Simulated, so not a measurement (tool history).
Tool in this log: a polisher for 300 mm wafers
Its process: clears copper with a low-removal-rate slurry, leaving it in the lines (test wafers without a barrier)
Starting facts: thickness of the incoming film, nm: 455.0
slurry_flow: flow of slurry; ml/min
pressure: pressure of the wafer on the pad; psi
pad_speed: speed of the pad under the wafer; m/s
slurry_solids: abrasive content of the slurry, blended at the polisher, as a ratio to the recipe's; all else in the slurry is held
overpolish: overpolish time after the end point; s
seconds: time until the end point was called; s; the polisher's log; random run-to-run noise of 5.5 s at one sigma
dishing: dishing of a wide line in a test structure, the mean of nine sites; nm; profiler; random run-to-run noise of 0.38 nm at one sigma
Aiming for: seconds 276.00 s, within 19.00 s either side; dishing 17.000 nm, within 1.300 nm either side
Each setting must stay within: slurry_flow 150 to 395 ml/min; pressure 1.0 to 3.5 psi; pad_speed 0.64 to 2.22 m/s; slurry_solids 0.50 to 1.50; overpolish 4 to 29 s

run	hour	slurry_flow	pressure	pad_speed	slurry_solids	overpolish	seconds	dishing
1	0.0	250	2.2	1.42	1.00	15	126.09	24.404
2	1.5	250	2.0	1.36	1.00	15	140.91	23.113
3	3.1	250	1.6	1.36	1.00	15	179.19	19.804
4	5.6	250	1.6	1.36	1.00	21	170.85	23.536
5	8.8	250	1.6	1.36	0.90	21	181.12	24.111
6	15.0	250	2.0	1.36	0.90	21	144.31	26.041
7	15.7	250	2.0	1.36	0.90	21	148.72	26.863
8	22.8	250	2.0	1.36	0.90	21	146.82	25.544
9	28.7	250	1.9	1.32	0.90	20	153.75	24.386
10	35.2	250	1.8	1.28	0.90	20	167.67	23.001
11	39.8	250	1.7	1.26	0.90	20	177.26	23.159
12	44.9	250	1.6	1.22	0.90	20	197.18	22.936
13	49.3	250	1.6	1.22	0.90	20	185.75	21.637
14	51.3	245	1.0	1.00	0.90	19	337.85	14.942
15	58.8	245	1.4	1.02	0.90	19	255.99	18.530

Which of these 4 next moves meets every target?
A	66.3	365	1.0	1.44	1.10	15	?	?
B	66.3	190	1.8	0.66	0.95	18	?	?
C	66.3	285	1.8	0.68	0.90	23	?	?
D	66.3	220	1.7	1.02	0.90	15	?	?

move	seconds	dishing
A	235.26	15.924
B	277.66	16.631
C	267.51	20.018
D	213.70	17.512
A: brings the last run's worst result on target, with another outside its allowed miss
B: each result inside its tolerance
C: moves away from the targets compared with the last run
D: brings the last run's worst result on target, with another outside its allowed miss
B is the move that brings every result within its allowed miss.
